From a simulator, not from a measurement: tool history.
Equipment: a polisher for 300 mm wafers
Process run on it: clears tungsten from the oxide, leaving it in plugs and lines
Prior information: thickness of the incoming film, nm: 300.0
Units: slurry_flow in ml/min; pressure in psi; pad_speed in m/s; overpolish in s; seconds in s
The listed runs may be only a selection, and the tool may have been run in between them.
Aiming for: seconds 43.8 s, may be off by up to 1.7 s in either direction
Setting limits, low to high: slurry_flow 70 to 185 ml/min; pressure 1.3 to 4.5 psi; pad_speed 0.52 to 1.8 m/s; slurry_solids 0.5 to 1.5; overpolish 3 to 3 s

| run | hour | slurry_flow | pressure | pad_speed | slurry_solids | overpolish | seconds |
|---|---|---|---|---|---|---|---|
| 1 | 0 | 120 | 2.9 | 1.16 | 1 | 3 | 61.073 |
| 2 | 3.4 | 125 | 3.2 | 1.16 | 1 | 3 | 55.448 |
| 3 | 7.9 | 130 | 3.4 | 1.16 | 1 | 3 | 51.063 |
| 4 | 16.2 | 135 | 3.5 | 1.16 | 1 | 3 | 48.343 |
| 5 | 21.5 | 125 | 3.5 | 1.16 | 1 | 3 | 50.17 |
| 6 | 23 | 125 | 3.5 | 1.16 | 1 | 3 | 49.983 |
| 7 | 31.7 | 135 | 3.6 | 1.16 | 1 | 3 | 47.255 |
| 8 | 36 | 140 | 3.6 | 1.16 | 1 | 3 | 47.364 |
| 9 | 40.6 | 140 | 3.7 | 1.16 | 1 | 3 | 45.454 |
| 10 | 44.3 | 145 | 3.7 | 1.16 | 1 | 3 | 45.909 |

Which one of the following 4 next-run settings gets every result inside its allowed miss? There is exactly one.
| A | 48 | 105 | 4.1 | 1.08 | 1.25 | 3 | ? |
| B | 48 | 150 | 3.2 | 1.26 | 0.9 | 3 | ? |
| C | 48 | 140 | 3.7 | 1.04 | 1.1 | 3 | ? |
| D | 48 | 180 | 2.8 | 1.38 | 1.05 | 3 | ? |

| move | seconds |
|---|---|
| A | 42.95 |
| B | 50.113 |
| C | 47.913 |
| D | 48.587 |
A: hits every target within its allowed miss
B: the biggest miss grows against the last run
C: the biggest miss grows against the last run
D: the biggest miss grows against the last run
A meets every target.
